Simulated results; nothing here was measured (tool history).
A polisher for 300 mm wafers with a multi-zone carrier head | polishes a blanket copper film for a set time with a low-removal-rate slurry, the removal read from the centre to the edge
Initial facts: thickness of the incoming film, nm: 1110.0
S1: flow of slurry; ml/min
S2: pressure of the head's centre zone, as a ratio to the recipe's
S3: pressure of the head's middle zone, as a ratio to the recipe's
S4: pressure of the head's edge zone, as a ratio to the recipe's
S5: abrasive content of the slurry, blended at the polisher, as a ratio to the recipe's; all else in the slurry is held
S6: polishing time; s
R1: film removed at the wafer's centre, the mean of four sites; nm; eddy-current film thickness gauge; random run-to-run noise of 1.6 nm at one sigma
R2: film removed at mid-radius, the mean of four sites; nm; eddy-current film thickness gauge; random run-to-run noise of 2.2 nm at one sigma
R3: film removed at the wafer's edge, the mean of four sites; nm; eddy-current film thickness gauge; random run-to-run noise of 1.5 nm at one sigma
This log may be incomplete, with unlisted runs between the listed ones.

run 1 hour=0.0 | S1=235 S2=1.00 S3=1.00 S4=1.00 S5=1.00 S6=80 | R1=222.94 R2=217.94 R3=214.13
run 2 hour=6.7 | S1=235 S2=0.99 S3=1.00 S4=0.98 S5=0.90 S6=77 | R1=208.58 R2=201.15 R3=200.22
run 3 hour=14.6 | S1=235 S2=0.99 S3=1.00 S4=0.90 S5=0.90 S6=77 | R1=212.46 R2=202.78 R3=191.58
run 4 hour=22.9 | S1=235 S2=0.98 S3=1.00 S4=0.89 S5=0.85 S6=74 | R1=196.13 R2=189.22 R3=176.36
run 5 hour=23.7 | S1=235 S2=0.96 S3=0.99 S4=0.88 S5=0.80 S6=74 | R1=190.68 R2=192.49 R3=174.05
run 6 hour=30.5 | S1=235 S2=0.91 S3=0.99 S4=0.88 S5=0.80 S6=74 | R1=181.51 R2=189.41 R3=176.56

Forecast run 7:
run 7 hour=36.6 | S1=230 S2=0.91 S3=0.98 S4=0.87 S5=0.75 S6=73 | R1=? R2=? R3=?

{"run 7": {"R1": 177.4, "R2": 183.99, "R3": 172.88}}
